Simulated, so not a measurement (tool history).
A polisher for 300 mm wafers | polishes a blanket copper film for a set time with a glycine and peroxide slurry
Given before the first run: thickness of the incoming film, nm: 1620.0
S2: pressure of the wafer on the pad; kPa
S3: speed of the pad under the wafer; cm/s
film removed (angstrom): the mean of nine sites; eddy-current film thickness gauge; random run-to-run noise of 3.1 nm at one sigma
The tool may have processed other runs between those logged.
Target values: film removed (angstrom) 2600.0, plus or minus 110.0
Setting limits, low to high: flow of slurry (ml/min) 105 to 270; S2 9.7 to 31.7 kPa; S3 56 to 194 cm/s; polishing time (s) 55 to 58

Run 1, hour 0.0: flow of slurry (ml/min) 175, S2 20.7 kPa, S3 124 cm/s, polishing time (s) 55. Result: film removed (angstrom) 3547.2.
Run 2, hour 1.7: flow of slurry (ml/min) 175, S2 20.0 kPa, S3 124 cm/s, polishing time (s) 55. Result: film removed (angstrom) 3437.3.
Run 3, hour 6.8: flow of slurry (ml/min) 145, S2 20.0 kPa, S3 124 cm/s, polishing time (s) 55. Result: film removed (angstrom) 3347.5.
Run 4, hour 8.8: flow of slurry (ml/min) 145, S2 20.0 kPa, S3 136 cm/s, polishing time (s) 55. Result: film removed (angstrom) 3608.0.
Run 5, hour 9.7: flow of slurry (ml/min) 145, S2 23.4 kPa, S3 136 cm/s, polishing time (s) 55. Result: film removed (angstrom) 4063.3.
Run 6, hour 14.0: flow of slurry (ml/min) 145, S2 22.1 kPa, S3 134 cm/s, polishing time (s) 55. Result: film removed (angstrom) 3894.8.
Run 7, hour 19.1: flow of slurry (ml/min) 145, S2 20.7 kPa, S3 134 cm/s, polishing time (s) 55. Result: film removed (angstrom) 3640.1.
Run 8, hour 21.6: flow of slurry (ml/min) 145, S2 19.3 kPa, S3 134 cm/s, polishing time (s) 55. Result: film removed (angstrom) 3468.9.
Run 9, hour 24.9: flow of slurry (ml/min) 145, S2 18.6 kPa, S3 134 cm/s, polishing time (s) 55. Result: film removed (angstrom) 3325.3.
Run 10, hour 33.2: flow of slurry (ml/min) 145, S2 18.6 kPa, S3 134 cm/s, polishing time (s) 55. Result: film removed (angstrom) 3341.7.
Run 11, hour 36.8: flow of slurry (ml/min) 145, S2 17.9 kPa, S3 134 cm/s, polishing time (s) 55. Result: film removed (angstrom) 3216.3.
Run 12, hour 37.9: flow of slurry (ml/min) 140, S2 12.4 kPa, S3 132 cm/s, polishing time (s) 55. Result: film removed (angstrom) 2348.1.
Run 13, hour 43.0: flow of slurry (ml/min) 150, S2 13.1 kPa, S3 132 cm/s, polishing time (s) 55. Result: film removed (angstrom) 2521.6.

Of the 4 settings listed for the next run, only one would bring every result within its allowed miss of target. Which one?
Run A, hour 48.1: flow of slurry (ml/min) 150, S2 11.7 kPa, S3 142 cm/s, polishing time (s) 55. Result: film removed (angstrom) ?.
Run B, hour 48.1: flow of slurry (ml/min) 105, S2 14.5 kPa, S3 138 cm/s, polishing time (s) 56. Result: film removed (angstrom) ?.
Run C, hour 48.1: flow of slurry (ml/min) 170, S2 13.1 kPa, S3 118 cm/s, polishing time (s) 55. Result: film removed (angstrom) ?.
Run D, hour 48.1: flow of slurry (ml/min) 115, S2 12.4 kPa, S3 134 cm/s, polishing time (s) 58. Result: film removed (angstrom) ?.

move  film removed (angstrom)
   A                   2394.1
   B                   2630.7
   C                   2303.8
   D                   2394.9
A: further off than the last run
B: all results in spec
C: further off than the last run
D: further off than the last run
The move that meets every target is B.
